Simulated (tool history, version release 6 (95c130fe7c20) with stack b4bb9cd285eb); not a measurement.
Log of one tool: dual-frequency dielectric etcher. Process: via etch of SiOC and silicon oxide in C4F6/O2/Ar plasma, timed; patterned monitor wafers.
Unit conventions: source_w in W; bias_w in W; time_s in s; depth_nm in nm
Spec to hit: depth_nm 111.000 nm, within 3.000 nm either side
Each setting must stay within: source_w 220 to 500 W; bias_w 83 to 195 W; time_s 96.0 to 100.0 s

Run 1, hour 0.0: source_w 360 W, bias_w 139 W, time_s 96.0 s. Result: depth_nm 96.873 nm.
Run 2, hour 5.0: source_w 360 W, bias_w 150 W, time_s 96.0 s. Result: depth_nm 100.040 nm.
Run 3, hour 9.4: source_w 360 W, bias_w 150 W, time_s 96.0 s. Result: depth_nm 99.562 nm.
Run 4, hour 10.7: source_w 360 W, bias_w 150 W, time_s 100.0 s. Result: depth_nm 103.610 nm.
Run 5, hour 16.6: source_w 360 W, bias_w 131 W, time_s 100.0 s. Result: depth_nm 99.633 nm.
Run 6, hour 22.9: source_w 390 W, bias_w 134 W, time_s 100.0 s. Result: depth_nm 102.310 nm.
Run 7, hour 28.8: source_w 410 W, bias_w 139 W, time_s 100.0 s. Result: depth_nm 105.390 nm.
Run 8, hour 30.6: source_w 420 W, bias_w 142 W, time_s 100.0 s. Result: depth_nm 106.580 nm.

Next run, 4 choices. One meets every target within its allowed miss, the rest don't. Which?
Run A, hour 32.4: source_w 480 W, bias_w 123 W, time_s 97.5 s. Result: depth_nm ?.
Run B, hour 32.4: source_w 400 W, bias_w 152 W, time_s 99.0 s. Result: depth_nm ?.
Run C, hour 32.4: source_w 400 W, bias_w 163 W, time_s 100.0 s. Result: depth_nm ?.
Run D, hour 32.4: source_w 380 W, bias_w 142 W, time_s 96.0 s. Result: depth_nm ?.

move  depth_nm
   A   103.560
   B   105.870
   C   109.230
   D    99.096
A: lands further from the targets than the last run did
B: lands further from the targets than the last run did
C: all results in spec
D: lands further from the targets than the last run did
The move that meets every target is C.

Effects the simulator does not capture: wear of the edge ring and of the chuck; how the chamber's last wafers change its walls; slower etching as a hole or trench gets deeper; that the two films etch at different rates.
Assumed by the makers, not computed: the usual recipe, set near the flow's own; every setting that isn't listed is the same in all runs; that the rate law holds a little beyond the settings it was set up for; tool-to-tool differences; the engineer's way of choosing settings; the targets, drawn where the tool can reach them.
